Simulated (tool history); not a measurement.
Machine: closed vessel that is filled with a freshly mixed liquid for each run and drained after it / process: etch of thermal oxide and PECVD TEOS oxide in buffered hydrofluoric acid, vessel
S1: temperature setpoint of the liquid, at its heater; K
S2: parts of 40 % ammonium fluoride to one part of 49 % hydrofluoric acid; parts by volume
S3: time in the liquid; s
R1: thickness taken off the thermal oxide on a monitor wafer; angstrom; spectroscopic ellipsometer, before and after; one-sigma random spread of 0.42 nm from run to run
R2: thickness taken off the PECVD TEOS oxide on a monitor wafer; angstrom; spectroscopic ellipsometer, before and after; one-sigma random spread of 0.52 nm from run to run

run	hour	S1	S2	S3	R1	R2
1	0	295.15	17	60	379.97	698.23
2	6.4	295.15	19	60	341.11	633.35
3	14.4	296.65	19	60	368.41	680.59
4	15.6	297.65	19	60	396.76	717.1
5	17	298.15	19	60	401.09	737.67
6	18.7	298.65	19	60	419.22	762.1
7	21.4	299.15	19	60	423.73	782.52
8	28.4	299.65	19	60	437.35	803.27
9	30.9	300.15	19	60	451	832.97

Run 10 has not been measured yet. What should we expect?
10	39.6	300.65	19	60	?	?

R1: 464.33 angstrom
R2: 848.11 angstrom
